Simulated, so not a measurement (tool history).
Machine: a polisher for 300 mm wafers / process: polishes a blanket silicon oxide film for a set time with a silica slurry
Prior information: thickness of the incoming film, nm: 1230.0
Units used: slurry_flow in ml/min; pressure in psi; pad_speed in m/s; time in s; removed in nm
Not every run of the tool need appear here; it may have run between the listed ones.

| run | hour | slurry_flow | pressure | pad_speed | slurry_solids | time | removed |
|---|---|---|---|---|---|---|---|
| 1 | 0 | 170 | 2.8 | 0.98 | 1 | 39 | 83.861 |
| 2 | 7.3 | 175 | 3 | 0.98 | 1 | 39 | 90.606 |
| 3 | 9 | 175 | 3 | 0.98 | 1 | 35 | 82.816 |
| 4 | 13.8 | 180 | 3.2 | 0.98 | 1 | 35 | 87.359 |
| 5 | 17.9 | 180 | 3.4 | 0.98 | 1 | 35 | 91.427 |
| 6 | 22 | 180 | 3.4 | 0.98 | 1 | 35 | 91.368 |

Forecast run 7:
| 7 | 23.2 | 180 | 3.6 | 0.98 | 1 | 35 | ? |

removed: 95.331 nm
